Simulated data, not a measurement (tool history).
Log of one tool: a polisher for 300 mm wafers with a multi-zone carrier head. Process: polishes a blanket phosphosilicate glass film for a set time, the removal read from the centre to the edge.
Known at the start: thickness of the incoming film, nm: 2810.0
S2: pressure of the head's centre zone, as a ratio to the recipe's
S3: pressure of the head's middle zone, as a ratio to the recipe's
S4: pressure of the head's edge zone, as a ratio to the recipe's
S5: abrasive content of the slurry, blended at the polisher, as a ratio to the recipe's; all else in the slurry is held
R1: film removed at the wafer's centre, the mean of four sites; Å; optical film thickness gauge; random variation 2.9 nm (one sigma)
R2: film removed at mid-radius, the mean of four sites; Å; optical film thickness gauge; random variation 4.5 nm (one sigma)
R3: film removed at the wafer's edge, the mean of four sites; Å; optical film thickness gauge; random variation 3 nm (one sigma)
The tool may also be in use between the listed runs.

{"run": 1, "day": 0.0, "flow of slurry (ml/min)": 135, "S2": 1.0, "S3": 1.0, "S4": 1.0, "S5": 1.0, "polishing time (s)": 68, "R1": 4347.7, "R2": 4420.8, "R3": 4425.1}
{"run": 2, "day": 0.067, "flow of slurry (ml/min)": 135, "S2": 1.06, "S3": 1.0, "S4": 1.0, "S5": 1.0, "polishing time (s)": 68, "R1": 4661.4, "R2": 4521.7, "R3": 4346.7}
{"run": 3, "day": 0.125, "flow of slurry (ml/min)": 135, "S2": 1.06, "S3": 1.0, "S4": 1.0, "S5": 1.0, "polishing time (s)": 55, "R1": 3734.2, "R2": 3613.4, "R3": 3549.9}
{"run": 4, "day": 0.438, "flow of slurry (ml/min)": 135, "S2": 1.06, "S3": 0.95, "S4": 1.0, "S5": 1.0, "polishing time (s)": 55, "R1": 3728.9, "R2": 3453.3, "R3": 3565.4}
{"run": 5, "day": 0.608, "flow of slurry (ml/min)": 135, "S2": 1.06, "S3": 0.95, "S4": 1.04, "S5": 1.0, "polishing time (s)": 55, "R1": 3714.5, "R2": 3520.1, "R3": 3570.6}
{"run": 6, "day": 0.725, "flow of slurry (ml/min)": 130, "S2": 1.06, "S3": 0.93, "S4": 1.03, "S5": 1.0, "polishing time (s)": 55, "R1": 3674.7, "R2": 3357.6, "R3": 3557.9}

Forecast run 7:
{"run": 7, "day": 1.1, "flow of slurry (ml/min)": 125, "S2": 1.06, "S3": 0.92, "S4": 1.03, "S5": 1.0, "polishing time (s)": 55, "R1": "?", "R2": "?", "R3": "?"}

R1: 3664.5 Å
R2: 3234.6 Å
R3: 3553.9 Å
